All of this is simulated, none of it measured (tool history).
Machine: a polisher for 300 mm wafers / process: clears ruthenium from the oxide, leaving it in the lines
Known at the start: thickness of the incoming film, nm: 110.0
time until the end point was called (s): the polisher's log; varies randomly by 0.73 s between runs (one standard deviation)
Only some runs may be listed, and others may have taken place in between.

run	hour	flow of slurry (ml/min)	pressure of the wafer on the pad (kPa)	speed of the pad under the wafer (cm/s)	overpolish time after the end point (s)	time until the end point was called (s)
1	0.0	160	15.9	108	32	90.302
2	7.4	195	15.9	108	32	86.226
3	15.3	200	16.5	108	32	83.004
4	19.0	200	16.5	108	32	82.819
5	25.5	200	13.1	108	32	102.050
6	31.6	205	14.5	108	32	94.867
7	32.8	205	15.2	108	32	90.485

Expected results for the next run?
8	34.2	205	15.9	108	32	?

Run 8 measured time until the end point was called (s) 85.717.
